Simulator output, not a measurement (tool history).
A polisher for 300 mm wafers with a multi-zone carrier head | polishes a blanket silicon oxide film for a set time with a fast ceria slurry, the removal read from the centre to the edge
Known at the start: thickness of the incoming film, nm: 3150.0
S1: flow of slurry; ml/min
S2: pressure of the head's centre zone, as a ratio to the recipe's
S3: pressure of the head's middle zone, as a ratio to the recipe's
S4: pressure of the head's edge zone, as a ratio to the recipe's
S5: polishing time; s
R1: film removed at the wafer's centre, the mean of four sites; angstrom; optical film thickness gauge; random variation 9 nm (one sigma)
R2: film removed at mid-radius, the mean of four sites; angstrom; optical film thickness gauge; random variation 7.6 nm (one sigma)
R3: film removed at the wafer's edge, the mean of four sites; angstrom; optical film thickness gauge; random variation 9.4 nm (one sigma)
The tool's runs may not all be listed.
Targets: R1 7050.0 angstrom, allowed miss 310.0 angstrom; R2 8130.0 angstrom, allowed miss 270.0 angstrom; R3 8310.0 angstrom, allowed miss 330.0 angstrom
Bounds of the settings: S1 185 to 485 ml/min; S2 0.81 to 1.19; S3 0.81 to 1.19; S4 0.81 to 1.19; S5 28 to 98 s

Run 1, day 0.000: S1 310 ml/min, S2 1.00, S3 1.00, S4 1.00, S5 63 s. Result: R1 11500.0 angstrom, R2 12004.0 angstrom, R3 11847.0 angstrom.
Run 2, day 0.358: S1 305 ml/min, S2 0.97, S3 0.98, S4 0.98, S5 59 s. Result: R1 10361.0 angstrom, R2 11089.0 angstrom, R3 11078.0 angstrom.
Run 3, day 0.504: S1 225 ml/min, S2 0.97, S3 0.98, S4 0.98, S5 59 s. Result: R1 10046.0 angstrom, R2 10757.0 angstrom, R3 10586.0 angstrom.
Run 4, day 0.654: S1 225 ml/min, S2 0.97, S3 0.98, S4 0.91, S5 59 s. Result: R1 10054.0 angstrom, R2 10677.0 angstrom, R3 10364.0 angstrom.
Run 5, day 0.692: S1 225 ml/min, S2 0.97, S3 0.98, S4 0.87, S5 59 s. Result: R1 10048.0 angstrom, R2 10648.0 angstrom, R3 10029.0 angstrom.
Run 6, day 0.792: S1 225 ml/min, S2 0.90, S3 0.98, S4 0.87, S5 59 s. Result: R1 9380.8 angstrom, R2 10610.0 angstrom, R3 10253.0 angstrom.
Run 7, day 1.162: S1 220 ml/min, S2 0.89, S3 0.97, S4 0.87, S5 56 s. Result: R1 8752.4 angstrom, R2 10072.0 angstrom, R3 9706.4 angstrom.
Run 8, day 1.346: S1 215 ml/min, S2 0.88, S3 0.95, S4 0.87, S5 54 s. Result: R1 8383.0 angstrom, R2 9503.3 angstrom, R3 9083.1 angstrom.
Run 9, day 1.667: S1 215 ml/min, S2 0.87, S3 0.93, S4 0.89, S5 53 s. Result: R1 8155.9 angstrom, R2 9185.1 angstrom, R3 9377.0 angstrom.
At day 1.800: worn pad replaced by a new one.
Run 10, day 1.800: S1 215 ml/min, S2 0.86, S3 0.93, S4 0.88, S5 52 s. Result: R1 8778.4 angstrom, R2 9992.3 angstrom, R3 10098.0 angstrom.
Run 11, day 1.879: S1 210 ml/min, S2 0.85, S3 0.92, S4 0.88, S5 48 s. Result: R1 7939.5 angstrom, R2 8973.6 angstrom, R3 9213.1 angstrom.
Run 12, day 2.092: S1 205 ml/min, S2 0.84, S3 0.92, S4 0.87, S5 47 s. Result: R1 7794.6 angstrom, R2 8799.6 angstrom, R3 8849.7 angstrom.
Run 13, day 2.250: S1 200 ml/min, S2 0.83, S3 0.92, S4 0.88, S5 46 s. Result: R1 7395.4 angstrom, R2 8734.2 angstrom, R3 8840.9 angstrom.
Run 14, day 2.362: S1 200 ml/min, S2 0.83, S3 0.92, S4 0.88, S5 45 s. Result: R1 7292.5 angstrom, R2 8654.7 angstrom, R3 8519.0 angstrom.

Which of these 5 next moves meets every target?
Run A, day 2.475: S1 200 ml/min, S2 0.84, S3 0.91, S4 0.88, S5 44 s. Result: R1 ?, R2 ?, R3 ?.
Run B, day 2.475: S1 185 ml/min, S2 0.82, S3 1.02, S4 0.88, S5 45 s. Result: R1 ?, R2 ?, R3 ?.
Run C, day 2.475: S1 210 ml/min, S2 0.81, S3 0.97, S4 0.84, S5 45 s. Result: R1 ?, R2 ?, R3 ?.
Run D, day 2.475: S1 245 ml/min, S2 0.88, S3 0.96, S4 0.89, S5 45 s. Result: R1 ?, R2 ?, R3 ?.
Run E, day 2.475: S1 185 ml/min, S2 0.83, S3 0.98, S4 0.87, S5 46 s. Result: R1 ?, R2 ?, R3 ?.

move      R1      R2      R3
   A  7124.5  8279.6  8447.7
   B  7020.7  9207.5  8549.9
   C  7082.9  8997.6  8499.0
   D  7876.6  9098.4  8858.6
   E  7263.0  9099.2  8699.4
A: meets every target
B: further off than the last run
C: further off than the last run
D: further off than the last run
E: further off than the last run
Move A is the one to make.
